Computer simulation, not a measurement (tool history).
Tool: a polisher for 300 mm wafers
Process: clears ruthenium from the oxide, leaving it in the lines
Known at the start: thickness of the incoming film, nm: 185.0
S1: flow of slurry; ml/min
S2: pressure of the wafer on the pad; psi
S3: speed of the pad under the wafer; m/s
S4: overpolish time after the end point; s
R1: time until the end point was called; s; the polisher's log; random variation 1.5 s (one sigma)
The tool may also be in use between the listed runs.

run 1 day=0 | S1=255 S2=2.3 S3=1.1 S4=9 | R1=152.49
run 2 day=0.292 | S1=255 S2=2.3 S3=1.1 S4=8 | R1=149.97
run 3 day=0.492 | S1=255 S2=2.3 S3=1.1 S4=9 | R1=149.02
run 4 day=0.712 | S1=255 S2=2.7 S3=1.1 S4=9 | R1=129.44
run 5 day=0.75 | S1=255 S2=2.7 S3=1.1 S4=8 | R1=128.68
run 6 day=0.975 | S1=255 S2=2.7 S3=1.34 S4=8 | R1=108.18

Run 7 comes next. What will it give?
run 7 day=1.008 | S1=255 S2=2.7 S3=1.34 S4=8 | R1=?

{"run 7": {"R1": 106.25}}
